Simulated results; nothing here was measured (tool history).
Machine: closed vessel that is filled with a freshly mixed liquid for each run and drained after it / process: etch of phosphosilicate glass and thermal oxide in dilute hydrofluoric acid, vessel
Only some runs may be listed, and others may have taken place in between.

run	day	temperature setpoint of the liquid (C)	parts of water to one part of 49 % hydrofluoric acid (parts by volume)	time in the liquid (s)	thickness taken off the phosphosilicate glass on a monitor wafer (Å)	thickness taken off the thermal oxide on a monitor wafer (Å)
1	0	23	80	60	1137.3	32.531
2	0.338	21	80	60	1047.6	30.146
3	0.662	24	70	60	1369.8	39.147
4	0.7	26.5	70	60	1507.9	43.909
5	0.871	29.5	70	60	1682	49.083
6	1.108	29.5	45	60	2741.5	79.221
7	1.475	28.5	45	60	2640.3	76.525
8	1.625	28	45	60	2568.4	73.956
9	1.812	27.5	45	60	2533.6	72.689

Run 10 comes next. What will it give?
10	2.062	27	45	60	?	?

thickness taken off the phosphosilicate glass on a monitor wafer (Å): 2497.3
thickness taken off the thermal oxide on a monitor wafer (Å): 70.519
